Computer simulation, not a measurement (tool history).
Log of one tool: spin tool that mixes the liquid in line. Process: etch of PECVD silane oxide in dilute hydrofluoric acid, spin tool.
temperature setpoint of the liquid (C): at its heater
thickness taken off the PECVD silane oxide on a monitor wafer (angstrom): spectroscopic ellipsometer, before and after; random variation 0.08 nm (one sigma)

run	hour	temperature setpoint of the liquid (C)	parts of water to one part of 49 % hydrofluoric acid (parts by volume)	time under the liquid (s)	thickness taken off the PECVD silane oxide on a monitor wafer (angstrom)
1	0	25	55	75	316.28
2	1	25	65	75	261.97
3	4.3	23.5	65	75	247.1
4	8.7	22.5	65	75	236.79
5	14.6	20.5	65	75	218.93
6	21.2	20.5	50	75	290.01
7	27.6	20	55	75	259.57
8	33.4	17	70	75	174.94

Forecast run 9:
9	35.4	17.5	70	75	?

{"run 9": {"thickness taken off the PECVD silane oxide on a monitor wafer (angstrom)": 178.59}}

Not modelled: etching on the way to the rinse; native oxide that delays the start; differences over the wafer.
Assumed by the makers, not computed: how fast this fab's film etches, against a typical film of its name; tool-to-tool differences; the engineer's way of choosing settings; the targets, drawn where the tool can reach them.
